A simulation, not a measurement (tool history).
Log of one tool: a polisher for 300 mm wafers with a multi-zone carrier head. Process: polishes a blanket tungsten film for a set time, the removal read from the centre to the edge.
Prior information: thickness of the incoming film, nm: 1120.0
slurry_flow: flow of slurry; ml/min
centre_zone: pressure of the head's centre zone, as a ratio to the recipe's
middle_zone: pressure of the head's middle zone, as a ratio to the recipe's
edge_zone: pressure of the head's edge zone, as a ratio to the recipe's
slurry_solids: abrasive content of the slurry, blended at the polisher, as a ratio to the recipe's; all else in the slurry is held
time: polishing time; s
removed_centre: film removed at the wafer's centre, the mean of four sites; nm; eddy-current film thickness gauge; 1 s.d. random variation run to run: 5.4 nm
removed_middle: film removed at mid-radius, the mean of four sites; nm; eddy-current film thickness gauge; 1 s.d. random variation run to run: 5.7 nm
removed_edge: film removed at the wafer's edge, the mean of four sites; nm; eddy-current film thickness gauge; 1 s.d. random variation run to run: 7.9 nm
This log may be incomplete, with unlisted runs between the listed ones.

run,day,slurry_flow,centre_zone,middle_zone,edge_zone,slurry_solids,time,removed_centre,removed_middle,removed_edge
1,0.000,145,1.00,1.00,1.00,1.00,46,426.68,427.19,447.75
2,0.333,145,0.99,0.99,1.02,1.05,47,428.32,448.09,467.77
3,0.558,145,0.99,0.99,1.02,1.20,47,450.42,462.44,486.88
4,0.829,145,0.99,0.98,1.04,1.25,48,465.91,475.27,504.29
5,0.908,145,0.99,0.94,1.04,1.25,48,467.84,455.77,500.72
6,1.221,145,0.98,0.93,1.06,1.30,49,465.93,462.21,537.93

What does the tool deliver on the next run?
7,1.554,150,0.98,0.93,1.07,1.30,49,?,?,?

removed_centre: 472.15 nm
removed_middle: 465.23 nm
removed_edge: 534.71 nm
